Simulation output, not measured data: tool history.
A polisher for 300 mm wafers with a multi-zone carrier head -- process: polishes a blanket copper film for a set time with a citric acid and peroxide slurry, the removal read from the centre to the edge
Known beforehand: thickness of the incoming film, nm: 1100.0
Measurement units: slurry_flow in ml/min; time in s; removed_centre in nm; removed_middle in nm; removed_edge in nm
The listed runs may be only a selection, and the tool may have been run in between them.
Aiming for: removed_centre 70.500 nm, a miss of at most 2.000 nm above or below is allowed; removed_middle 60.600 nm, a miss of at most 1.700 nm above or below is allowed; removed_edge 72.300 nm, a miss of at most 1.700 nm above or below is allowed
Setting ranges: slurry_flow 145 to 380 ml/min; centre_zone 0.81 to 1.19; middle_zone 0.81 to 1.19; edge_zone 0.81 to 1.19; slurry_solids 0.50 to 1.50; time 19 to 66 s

Run 1, hour 0.0: slurry_flow 245 ml/min, centre_zone 1.00, middle_zone 1.00, edge_zone 1.00, slurry_solids 1.00, time 42 s. Result: removed_centre 132.130 nm, removed_middle 126.230 nm, removed_edge 128.970 nm.
Run 2, hour 3.2: slurry_flow 245 ml/min, centre_zone 1.00, middle_zone 1.00, edge_zone 1.00, slurry_solids 1.15, time 42 s. Result: removed_centre 133.520 nm, removed_middle 131.070 nm, removed_edge 133.110 nm.
Run 3, hour 8.1: slurry_flow 230 ml/min, centre_zone 0.98, middle_zone 0.96, edge_zone 0.98, slurry_solids 1.00, time 38 s. Result: removed_centre 114.530 nm, removed_middle 111.250 nm, removed_edge 115.660 nm.
Run 4, hour 9.6: slurry_flow 230 ml/min, centre_zone 0.98, middle_zone 0.96, edge_zone 0.98, slurry_solids 1.00, time 44 s. Result: removed_centre 132.030 nm, removed_middle 129.560 nm, removed_edge 132.710 nm.
Run 5, hour 17.3: slurry_flow 230 ml/min, centre_zone 0.98, middle_zone 0.93, edge_zone 0.99, slurry_solids 0.90, time 39 s. Result: removed_centre 115.530 nm, removed_middle 108.690 nm, removed_edge 116.190 nm.
Run 6, hour 24.1: slurry_flow 230 ml/min, centre_zone 0.98, middle_zone 0.97, edge_zone 0.99, slurry_solids 0.90, time 39 s. Result: removed_centre 116.530 nm, removed_middle 113.600 nm, removed_edge 115.670 nm.
Run 7, hour 30.4: slurry_flow 175 ml/min, centre_zone 0.96, middle_zone 0.87, edge_zone 0.93, slurry_solids 0.65, time 27 s. Result: removed_centre 70.682 nm, removed_middle 66.366 nm, removed_edge 71.397 nm.
Run 8, hour 34.6: slurry_flow 170 ml/min, centre_zone 0.97, middle_zone 0.86, edge_zone 0.95, slurry_solids 0.65, time 27 s. Result: removed_centre 70.762 nm, removed_middle 64.401 nm, removed_edge 71.619 nm.
Run 9, hour 39.5: slurry_flow 165 ml/min, centre_zone 0.97, middle_zone 0.85, edge_zone 0.96, slurry_solids 0.65, time 27 s. Result: removed_centre 70.489 nm, removed_middle 63.225 nm, removed_edge 73.413 nm.
Run 10, hour 44.9: slurry_flow 160 ml/min, centre_zone 0.97, middle_zone 0.85, edge_zone 0.96, slurry_solids 0.65, time 27 s. Result: removed_centre 70.574 nm, removed_middle 63.580 nm, removed_edge 72.054 nm.
Run 11, hour 49.4: slurry_flow 155 ml/min, centre_zone 0.97, middle_zone 0.84, edge_zone 0.96, slurry_solids 0.65, time 27 s. Result: removed_centre 69.069 nm, removed_middle 63.771 nm, removed_edge 72.340 nm.
Run 12, hour 53.4: slurry_flow 160 ml/min, centre_zone 0.98, middle_zone 0.83, edge_zone 0.96, slurry_solids 0.65, time 27 s. Result: removed_centre 70.593 nm, removed_middle 62.764 nm, removed_edge 71.397 nm.
Run 13, hour 57.9: slurry_flow 160 ml/min, centre_zone 0.98, middle_zone 0.83, edge_zone 0.97, slurry_solids 0.65, time 27 s. Result: removed_centre 71.366 nm, removed_middle 62.414 nm, removed_edge 72.322 nm.

Pick the move, out of 4, that brings all results within their allowed miss; only one does.
Run A, hour 62.4: slurry_flow 190 ml/min, centre_zone 1.03, middle_zone 0.88, edge_zone 0.95, slurry_solids 0.50, time 27 s. Result: removed_centre ?, removed_middle ?, removed_edge ?.
Run B, hour 62.4: slurry_flow 155 ml/min, centre_zone 0.98, middle_zone 0.82, edge_zone 1.00, slurry_solids 0.50, time 28 s. Result: removed_centre ?, removed_middle ?, removed_edge ?.
Run C, hour 62.4: slurry_flow 195 ml/min, centre_zone 1.03, middle_zone 0.81, edge_zone 1.01, slurry_solids 0.65, time 26 s. Result: removed_centre ?, removed_middle ?, removed_edge ?.
Run D, hour 62.4: slurry_flow 185 ml/min, centre_zone 0.98, middle_zone 0.88, edge_zone 0.97, slurry_solids 0.75, time 26 s. Result: removed_centre ?, removed_middle ?, removed_edge ?.

move  removed_centre  removed_middle  removed_edge
   A          74.129          64.992        69.846
   B          70.297          61.705        72.122
   C          74.645          61.872        72.384
   D          72.454          66.377        72.120
A: lands further from the targets than the last run did
B: every result lands within tolerance
C: gets the furthest-off result to its target, but another result is out of tolerance
D: lands further from the targets than the last run did
The move that meets every target is B.
